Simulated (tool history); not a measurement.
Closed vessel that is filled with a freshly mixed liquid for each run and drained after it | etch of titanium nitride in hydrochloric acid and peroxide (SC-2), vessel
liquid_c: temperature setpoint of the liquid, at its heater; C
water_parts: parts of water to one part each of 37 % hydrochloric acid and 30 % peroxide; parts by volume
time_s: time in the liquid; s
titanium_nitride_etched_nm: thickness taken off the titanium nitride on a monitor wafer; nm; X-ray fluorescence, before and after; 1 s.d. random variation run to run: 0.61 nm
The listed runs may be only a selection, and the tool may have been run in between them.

run 1 hour=0.0 | liquid_c=56 water_parts=6.5 time_s=2170 | titanium_nitride_etched_nm=100.410
run 2 hour=8.7 | liquid_c=56 water_parts=7.5 time_s=2170 | titanium_nitride_etched_nm=92.264
run 3 hour=18.3 | liquid_c=56 water_parts=7.5 time_s=2170 | titanium_nitride_etched_nm=90.642
run 4 hour=19.7 | liquid_c=56 water_parts=9.5 time_s=2170 | titanium_nitride_etched_nm=75.404
run 5 hour=21.3 | liquid_c=49 water_parts=9.5 time_s=2170 | titanium_nitride_etched_nm=47.872
run 6 hour=25.0 | liquid_c=50 water_parts=9.5 time_s=2170 | titanium_nitride_etched_nm=50.402
run 7 hour=32.3 | liquid_c=50 water_parts=9.5 time_s=2170 | titanium_nitride_etched_nm=50.513

The next listed run, before its measurement:
run 8 hour=38.7 | liquid_c=51 water_parts=9.5 time_s=2170 | titanium_nitride_etched_nm=?

Run 8 gave titanium_nitride_etched_nm 54.855 nm.

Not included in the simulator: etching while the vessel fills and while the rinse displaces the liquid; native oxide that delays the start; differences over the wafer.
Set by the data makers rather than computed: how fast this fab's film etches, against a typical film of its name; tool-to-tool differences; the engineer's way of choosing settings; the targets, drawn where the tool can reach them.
